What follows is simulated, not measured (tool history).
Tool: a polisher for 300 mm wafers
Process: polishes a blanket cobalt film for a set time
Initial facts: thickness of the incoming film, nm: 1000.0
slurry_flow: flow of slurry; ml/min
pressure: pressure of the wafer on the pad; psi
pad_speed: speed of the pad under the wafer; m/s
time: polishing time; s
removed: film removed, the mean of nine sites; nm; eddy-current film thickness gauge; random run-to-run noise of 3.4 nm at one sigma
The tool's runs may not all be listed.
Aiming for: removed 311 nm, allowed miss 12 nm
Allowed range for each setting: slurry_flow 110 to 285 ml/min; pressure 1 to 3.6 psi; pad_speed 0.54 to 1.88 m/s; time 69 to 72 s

run,day,slurry_flow,pressure,pad_speed,time,removed
1,0,180,2.3,1.2,69,490.04
2,0.05,180,2.1,1.2,69,460.35
3,0.129,180,2.1,1.2,69,455.65
4,0.342,180,1.9,1.2,69,415.81
5,0.621,180,1.8,1.2,69,406.89
6,0.65,180,1.8,1.44,69,467.51
7,0.946,180,1.6,1.42,69,426.22
8,1.229,180,1.5,1.4,69,404.11
9,1.521,180,1.4,1.38,69,392.66
10,1.833,180,1.3,1.36,69,364.48
11,2.079,180,1.2,1.36,69,352.79
12,2.192,180,1.2,1.34,69,341.23
13,2.267,175,1.1,1.34,69,321.96

Exactly one of the 4 candidate moves below puts every result within its allowed miss. Which one?
A,2.342,140,1.6,1.12,72,?
B,2.342,190,1.1,1.32,72,?
C,2.342,230,1,1.26,70,?
D,2.342,145,1.1,1.46,71,?

move,removed
A,360.01
B,337.29
C,306.3
D,348.32
A: moves away from the targets compared with the last run
B: moves away from the targets compared with the last run
C: hits every target within its allowed miss
D: moves away from the targets compared with the last run
Correct choice: C, which meets every target

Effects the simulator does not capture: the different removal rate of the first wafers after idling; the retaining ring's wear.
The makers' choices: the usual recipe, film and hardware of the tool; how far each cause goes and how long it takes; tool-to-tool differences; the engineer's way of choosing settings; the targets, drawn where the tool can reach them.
